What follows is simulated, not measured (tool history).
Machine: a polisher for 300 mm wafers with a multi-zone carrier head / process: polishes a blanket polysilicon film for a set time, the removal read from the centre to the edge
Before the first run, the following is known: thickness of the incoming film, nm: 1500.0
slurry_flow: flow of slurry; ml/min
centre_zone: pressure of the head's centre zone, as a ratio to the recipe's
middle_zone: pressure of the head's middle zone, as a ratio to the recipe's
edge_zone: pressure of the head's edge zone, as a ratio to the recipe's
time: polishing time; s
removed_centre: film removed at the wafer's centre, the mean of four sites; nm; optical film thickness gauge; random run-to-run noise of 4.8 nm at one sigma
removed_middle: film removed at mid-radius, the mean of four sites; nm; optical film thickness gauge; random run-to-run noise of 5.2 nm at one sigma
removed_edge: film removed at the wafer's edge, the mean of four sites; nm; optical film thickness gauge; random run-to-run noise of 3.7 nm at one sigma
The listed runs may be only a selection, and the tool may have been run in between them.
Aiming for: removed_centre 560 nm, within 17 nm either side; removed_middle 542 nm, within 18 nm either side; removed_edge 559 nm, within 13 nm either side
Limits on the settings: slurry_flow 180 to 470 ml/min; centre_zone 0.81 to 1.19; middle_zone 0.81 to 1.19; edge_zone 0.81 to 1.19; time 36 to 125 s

Run 1, day 0: slurry_flow 300 ml/min, centre_zone 1, middle_zone 1, edge_zone 1, time 80 s. Result: removed_centre 596.18 nm, removed_middle 585.24 nm, removed_edge 622.22 nm.
Run 2, day 0.117: slurry_flow 300 ml/min, centre_zone 1.04, middle_zone 1, edge_zone 1, time 80 s. Result: removed_centre 621.72 nm, removed_middle 594.82 nm, removed_edge 615.34 nm.
Run 3, day 0.217: slurry_flow 300 ml/min, centre_zone 1.04, middle_zone 1.08, edge_zone 1, time 80 s. Result: removed_centre 619.15 nm, removed_middle 636.94 nm, removed_edge 619.68 nm.
Run 4, day 0.342: slurry_flow 290 ml/min, centre_zone 1.02, middle_zone 1.05, edge_zone 0.97, time 79 s. Result: removed_centre 597.71 nm, removed_middle 599.01 nm, removed_edge 594.18 nm.
At day 0.654: slurry nozzle cleaned.
Run 5, day 0.654: slurry_flow 290 ml/min, centre_zone 1.02, middle_zone 1.05, edge_zone 0.93, time 79 s. Result: removed_centre 638.32 nm, removed_middle 651.64 nm, removed_edge 614.86 nm.
Run 6, day 0.692: slurry_flow 275 ml/min, centre_zone 1.02, middle_zone 1.03, edge_zone 0.94, time 77 s. Result: removed_centre 614.36 nm, removed_middle 604.57 nm, removed_edge 610.51 nm.
Run 7, day 0.988: slurry_flow 305 ml/min, centre_zone 1.02, middle_zone 1.01, edge_zone 0.96, time 76 s. Result: removed_centre 631.96 nm, removed_middle 612.01 nm, removed_edge 602.6 nm.
Run 8, day 1.221: slurry_flow 290 ml/min, centre_zone 1.03, middle_zone 1.02, edge_zone 0.96, time 75 s. Result: removed_centre 606.4 nm, removed_middle 602.71 nm, removed_edge 595.64 nm.
Run 9, day 1.567: slurry_flow 290 ml/min, centre_zone 1.03, middle_zone 1.01, edge_zone 0.97, time 73 s. Result: removed_centre 590.15 nm, removed_middle 575.72 nm, removed_edge 577.65 nm.
Run 10, day 1.792: slurry_flow 280 ml/min, centre_zone 1.03, middle_zone 1.01, edge_zone 0.97, time 72 s. Result: removed_centre 581.91 nm, removed_middle 562.75 nm, removed_edge 566.59 nm.
Run 11, day 1.888: slurry_flow 270 ml/min, centre_zone 1.03, middle_zone 1.01, edge_zone 0.97, time 72 s. Result: removed_centre 585.77 nm, removed_middle 570.91 nm, removed_edge 572.74 nm.

Pick the move, out of 5, that brings all results within their allowed miss; only one does.
Run A, day 1.983: slurry_flow 190 ml/min, centre_zone 1.03, middle_zone 1.11, edge_zone 0.88, time 80 s. Result: removed_centre ?, removed_middle ?, removed_edge ?.
Run B, day 1.983: slurry_flow 260 ml/min, centre_zone 1.05, middle_zone 0.96, edge_zone 0.94, time 73 s. Result: removed_centre ?, removed_middle ?, removed_edge ?.
Run C, day 1.983: slurry_flow 270 ml/min, centre_zone 0.98, middle_zone 1.14, edge_zone 0.95, time 76 s. Result: removed_centre ?, removed_middle ?, removed_edge ?.
Run D, day 1.983: slurry_flow 195 ml/min, centre_zone 0.99, middle_zone 1.04, edge_zone 1.02, time 76 s. Result: removed_centre ?, removed_middle ?, removed_edge ?.
Run E, day 1.983: slurry_flow 285 ml/min, centre_zone 1.02, middle_zone 1, edge_zone 0.99, time 69 s. Result: removed_centre ?, removed_middle ?, removed_edge ?.

move  removed_centre  removed_middle  removed_edge
   A          615.08          637.07        578.64
   B          601.88           539.3        565.16
   C           593.7             653        591.94
   D          567.18          575.21        591.47
   E          561.57          533.42        551.64
A: misses by more than the last run did
B: brings the result that was furthest off to its target, and leaves another outside
C: misses by more than the last run did
D: misses by more than the last run did
E: each result inside its tolerance
So the answer is move E, the one that meets all the targets.

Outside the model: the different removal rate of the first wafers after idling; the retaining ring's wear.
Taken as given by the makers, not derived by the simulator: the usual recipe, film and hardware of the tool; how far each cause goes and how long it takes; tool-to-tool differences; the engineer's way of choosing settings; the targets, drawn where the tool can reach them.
